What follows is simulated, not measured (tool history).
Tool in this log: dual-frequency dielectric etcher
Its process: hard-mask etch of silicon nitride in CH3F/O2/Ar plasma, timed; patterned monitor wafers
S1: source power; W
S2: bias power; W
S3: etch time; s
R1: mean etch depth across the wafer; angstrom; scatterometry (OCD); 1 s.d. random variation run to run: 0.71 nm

| run | day | S1 | S2 | S3 | R1 |
|---|---|---|---|---|---|
| 1 | 0.000 | 290 | 83 | 130.0 | 887.94 |
| 2 | 0.350 | 260 | 83 | 130.0 | 848.60 |
| 3 | 0.675 | 260 | 94 | 130.0 | 913.60 |
| 4 | 0.717 | 240 | 94 | 130.0 | 893.53 |
| 5 | 1.008 | 240 | 94 | 119.0 | 804.97 |
| 6 | 1.042 | 210 | 94 | 119.0 | 777.61 |
| 7 | 1.271 | 240 | 97 | 119.5 | 822.75 |
| 8 | 1.450 | 270 | 102 | 120.5 | 890.29 |

Run 9 comes next. What will it give?
| 9 | 1.483 | 290 | 105 | 121.0 | ? |

{"run 9": {"R1": 936.29}}
